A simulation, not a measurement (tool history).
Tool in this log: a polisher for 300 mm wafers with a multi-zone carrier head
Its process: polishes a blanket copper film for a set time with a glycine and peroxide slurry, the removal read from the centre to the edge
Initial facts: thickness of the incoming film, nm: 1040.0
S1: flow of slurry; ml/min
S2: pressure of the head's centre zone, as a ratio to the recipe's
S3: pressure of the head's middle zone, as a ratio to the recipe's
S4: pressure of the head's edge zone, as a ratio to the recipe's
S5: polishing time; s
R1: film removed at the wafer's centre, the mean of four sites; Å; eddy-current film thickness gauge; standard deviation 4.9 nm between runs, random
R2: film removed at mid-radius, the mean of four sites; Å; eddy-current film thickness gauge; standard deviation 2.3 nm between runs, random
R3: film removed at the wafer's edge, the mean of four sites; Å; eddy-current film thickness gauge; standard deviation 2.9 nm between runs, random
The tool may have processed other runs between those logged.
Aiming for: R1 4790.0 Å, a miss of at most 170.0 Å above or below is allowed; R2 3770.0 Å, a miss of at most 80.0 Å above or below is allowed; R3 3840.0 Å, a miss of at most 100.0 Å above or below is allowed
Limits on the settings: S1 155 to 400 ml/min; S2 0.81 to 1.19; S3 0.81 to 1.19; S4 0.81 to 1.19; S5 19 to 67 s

| run | hour | S1 | S2 | S3 | S4 | S5 | R1 | R2 | R3 |
|---|---|---|---|---|---|---|---|---|---|
| 1 | 0.0 | 255 | 1.00 | 1.00 | 1.00 | 43 | 2929.3 | 2817.2 | 2900.7 |
| 2 | 1.6 | 265 | 1.02 | 1.00 | 1.00 | 44 | 3063.7 | 2884.7 | 2948.8 |
| 3 | 8.7 | 265 | 1.02 | 1.00 | 1.00 | 50 | 3422.2 | 3250.0 | 3392.2 |
| 4 | 12.4 | 315 | 1.02 | 1.00 | 1.00 | 50 | 3497.0 | 3328.5 | 3432.3 |
| 5 | 19.5 | 320 | 1.04 | 1.00 | 0.99 | 51 | 3662.0 | 3386.2 | 3470.2 |
| 6 | 26.9 | 325 | 1.06 | 1.00 | 0.99 | 52 | 3801.9 | 3496.9 | 3553.1 |
| 7 | 35.5 | 330 | 1.07 | 0.99 | 0.99 | 53 | 3913.7 | 3492.4 | 3613.8 |
| 8 | 42.7 | 335 | 1.08 | 0.99 | 0.99 | 53 | 4005.7 | 3537.7 | 3658.3 |
| 9 | 45.2 | 340 | 1.09 | 0.99 | 0.99 | 53 | 4008.4 | 3569.3 | 3633.5 |
| 10 | 51.7 | 340 | 1.10 | 0.98 | 0.99 | 53 | 4116.0 | 3519.1 | 3596.5 |

Below are 4 possible settings for the next run. Only one of them brings all results inside the allowed miss of their targets. Which is it?
| A | 58.2 | 350 | 1.19 | 0.98 | 0.98 | 57 | ? | ? | ? |
| B | 58.2 | 375 | 1.16 | 0.85 | 0.89 | 62 | ? | ? | ? |
| C | 58.2 | 320 | 1.19 | 0.82 | 0.91 | 62 | ? | ? | ? |
| D | 58.2 | 370 | 0.97 | 1.08 | 0.96 | 51 | ? | ? | ? |

| move | R1 | R2 | R3 |
|---|---|---|---|
| A | 4778.1 | 3768.8 | 3873.6 |
| B | 5093.9 | 3740.4 | 4052.2 |
| C | 5145.3 | 3600.2 | 4050.8 |
| D | 3499.8 | 3635.0 | 3440.7 |
A: every result lands within tolerance
B: carries the result that was furthest off beyond its target, to the other side
C: carries the result that was furthest off beyond its target, to the other side
D: further off than the last run
The move that meets every target is A.
